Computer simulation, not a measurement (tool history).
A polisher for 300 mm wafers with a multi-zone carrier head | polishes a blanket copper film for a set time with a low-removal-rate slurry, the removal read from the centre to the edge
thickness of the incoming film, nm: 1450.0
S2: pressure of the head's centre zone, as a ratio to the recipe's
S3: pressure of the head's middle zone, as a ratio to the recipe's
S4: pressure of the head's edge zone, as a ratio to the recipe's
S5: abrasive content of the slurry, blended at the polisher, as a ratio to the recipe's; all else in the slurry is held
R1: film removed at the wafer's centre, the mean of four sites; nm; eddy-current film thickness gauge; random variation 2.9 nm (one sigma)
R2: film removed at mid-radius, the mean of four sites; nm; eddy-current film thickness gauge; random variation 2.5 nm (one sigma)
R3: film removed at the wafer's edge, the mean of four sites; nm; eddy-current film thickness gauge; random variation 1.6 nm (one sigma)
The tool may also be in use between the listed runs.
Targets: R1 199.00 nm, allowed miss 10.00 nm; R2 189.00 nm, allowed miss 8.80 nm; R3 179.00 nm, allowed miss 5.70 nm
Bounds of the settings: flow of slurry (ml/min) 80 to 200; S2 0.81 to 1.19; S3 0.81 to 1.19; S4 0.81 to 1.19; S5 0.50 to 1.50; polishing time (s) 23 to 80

{"run": 1, "hour": 0.0, "flow of slurry (ml/min)": 130, "S2": 1.0, "S3": 1.0, "S4": 1.0, "S5": 1.0, "polishing time (s)": 51, "R1": 192.42, "R2": 174.35, "R3": 181.45}
{"run": 2, "hour": 5.3, "flow of slurry (ml/min)": 130, "S2": 1.0, "S3": 1.01, "S4": 0.99, "S5": 1.0, "polishing time (s)": 51, "R1": 188.83, "R2": 178.57, "R3": 180.98}
{"run": 3, "hour": 6.0, "flow of slurry (ml/min)": 130, "S2": 1.0, "S3": 1.01, "S4": 0.99, "S5": 1.0, "polishing time (s)": 39, "R1": 140.15, "R2": 137.94, "R3": 136.65}
{"run": 4, "hour": 7.3, "flow of slurry (ml/min)": 130, "S2": 1.0, "S3": 1.01, "S4": 0.99, "S5": 1.0, "polishing time (s)": 32, "R1": 119.58, "R2": 112.58, "R3": 111.3}
{"run": 5, "hour": 15.1, "flow of slurry (ml/min)": 130, "S2": 1.0, "S3": 1.09, "S4": 0.99, "S5": 1.0, "polishing time (s)": 32, "R1": 117.09, "R2": 120.49, "R3": 114.55}
{"run": 6, "hour": 23.7, "flow of slurry (ml/min)": 110, "S2": 1.0, "S3": 1.09, "S4": 0.99, "S5": 1.0, "polishing time (s)": 32, "R1": 111.24, "R2": 115.17, "R3": 111.08}
{"run": 7, "hour": 30.6, "flow of slurry (ml/min)": 120, "S2": 1.02, "S3": 1.1, "S4": 1.01, "S5": 1.1, "polishing time (s)": 33, "R1": 123.63, "R2": 128.4, "R3": 120.77}
{"run": 8, "hour": 37.1, "flow of slurry (ml/min)": 125, "S2": 1.03, "S3": 1.09, "S4": 1.03, "S5": 1.15, "polishing time (s)": 34, "R1": 130.13, "R2": 129.69, "R3": 127.22}
{"run": 9, "hour": 41.2, "flow of slurry (ml/min)": 160, "S2": 1.11, "S3": 1.19, "S4": 1.06, "S5": 1.4, "polishing time (s)": 46, "R1": 209.86, "R2": 212.79, "R3": 191.98}
{"run": 10, "hour": 43.9, "flow of slurry (ml/min)": 155, "S2": 1.11, "S3": 1.18, "S4": 1.06, "S5": 1.4, "polishing time (s)": 46, "R1": 216.57, "R2": 211.7, "R3": 187.6}
{"run": 11, "hour": 48.0, "flow of slurry (ml/min)": 150, "S2": 1.1, "S3": 1.17, "S4": 1.06, "S5": 1.4, "polishing time (s)": 46, "R1": 213.6, "R2": 208.0, "R3": 188.61}
{"run": 12, "hour": 48.6, "flow of slurry (ml/min)": 145, "S2": 1.09, "S3": 1.16, "S4": 1.06, "S5": 1.4, "polishing time (s)": 46, "R1": 208.45, "R2": 201.15, "R3": 186.38}

5 next moves are on the table. One of them brings every result within its allowed miss. Which?
{"run": "A", "hour": 49.2, "flow of slurry (ml/min)": 155, "S2": 1.1, "S3": 1.17, "S4": 1.02, "S5": 1.3, "polishing time (s)": 48, "R1": "?", "R2": "?", "R3": "?"}
{"run": "B", "hour": 49.2, "flow of slurry (ml/min)": 150, "S2": 1.09, "S3": 1.11, "S4": 1.08, "S5": 1.45, "polishing time (s)": 43, "R1": "?", "R2": "?", "R3": "?"}
{"run": "C", "hour": 49.2, "flow of slurry (ml/min)": 140, "S2": 1.07, "S3": 1.1, "S4": 1.1, "S5": 1.4, "polishing time (s)": 48, "R1": "?", "R2": "?", "R3": "?"}
{"run": "D", "hour": 49.2, "flow of slurry (ml/min)": 160, "S2": 1.15, "S3": 1.01, "S4": 1.12, "S5": 1.5, "polishing time (s)": 44, "R1": "?", "R2": "?", "R3": "?"}
{"run": "E", "hour": 49.2, "flow of slurry (ml/min)": 125, "S2": 1.04, "S3": 0.95, "S4": 1.19, "S5": 1.45, "polishing time (s)": 47, "R1": "?", "R2": "?", "R3": "?"}

move=A R1=216.68 R2=211.59 R3=190.25
move=B R1=196.33 R2=185.15 R3=178.07
move=C R1=209.64 R2=200.29 R3=196.20
move=D R1=216.85 R2=178.56 R3=188.15
move=E R1=195.08 R2=170.22 R3=196.08
A: further off than the last run
B: meets every target
C: further off than the last run
D: takes the result that was furthest off past its target
E: takes the result that was furthest off past its target
Answer: B
